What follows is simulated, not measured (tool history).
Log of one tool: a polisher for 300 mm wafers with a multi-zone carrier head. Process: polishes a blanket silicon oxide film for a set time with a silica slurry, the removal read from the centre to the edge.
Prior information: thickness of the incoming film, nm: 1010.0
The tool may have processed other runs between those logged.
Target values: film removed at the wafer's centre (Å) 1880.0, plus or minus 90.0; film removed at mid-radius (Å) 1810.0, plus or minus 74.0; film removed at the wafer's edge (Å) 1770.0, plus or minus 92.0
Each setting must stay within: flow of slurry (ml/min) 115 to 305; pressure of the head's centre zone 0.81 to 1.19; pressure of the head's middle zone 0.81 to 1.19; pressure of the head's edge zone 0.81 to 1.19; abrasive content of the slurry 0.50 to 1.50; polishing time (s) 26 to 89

| run | day | flow of slurry (ml/min) | pressure of the head's centre zone | pressure of the head's middle zone | pressure of the head's edge zone | abrasive content of the slurry | polishing time (s) | film removed at the wafer's centre (Å) | film removed at mid-radius (Å) | film removed at the wafer's edge (Å) |
|---|---|---|---|---|---|---|---|---|---|---|
| 1 | 0.000 | 195 | 1.00 | 1.00 | 1.00 | 1.00 | 57 | 2441.4 | 2479.8 | 2576.1 |
| 2 | 0.088 | 195 | 1.00 | 1.00 | 0.99 | 0.95 | 56 | 2447.1 | 2436.5 | 2514.2 |
| 3 | 0.354 | 195 | 1.00 | 1.00 | 0.98 | 0.90 | 55 | 2322.7 | 2340.4 | 2423.4 |
| 4 | 0.525 | 195 | 1.00 | 1.00 | 0.98 | 0.90 | 47 | 2042.0 | 2008.1 | 2076.0 |
| 5 | 0.679 | 195 | 1.00 | 1.04 | 0.98 | 0.90 | 47 | 2041.7 | 2018.2 | 2051.5 |
| 6 | 1.038 | 195 | 1.00 | 1.04 | 0.97 | 0.85 | 47 | 1942.7 | 2011.8 | 2011.6 |
| 7 | 1.179 | 185 | 1.10 | 0.98 | 0.87 | 0.70 | 45 | 1990.1 | 1698.9 | 1758.0 |
| 8 | 1.388 | 185 | 1.09 | 0.99 | 0.87 | 0.70 | 45 | 1932.3 | 1728.0 | 1727.9 |

Which single option among these 4 for the next run brings every result within its allowed miss of target? Just one does.
| A | 1.596 | 115 | 1.05 | 0.92 | 0.94 | 1.05 | 41 | ? | ? | ? |
| B | 1.596 | 160 | 1.16 | 0.93 | 1.03 | 0.60 | 46 | ? | ? | ? |
| C | 1.596 | 215 | 1.14 | 0.91 | 0.90 | 0.70 | 45 | ? | ? | ? |
| D | 1.596 | 240 | 1.03 | 1.00 | 0.90 | 0.90 | 42 | ? | ? | ? |

| move | film removed at the wafer's centre (Å) | film removed at mid-radius (Å) | film removed at the wafer's edge (Å) |
|---|---|---|---|
| A | 1779.3 | 1568.8 | 1726.6 |
| B | 1992.7 | 1590.6 | 1785.7 |
| C | 2092.5 | 1661.9 | 1763.5 |
| D | 1926.9 | 1831.6 | 1787.0 |
A: further off than the last run
B: further off than the last run
C: further off than the last run
D: in spec on every target
So the answer is move D, the one that meets all the targets.
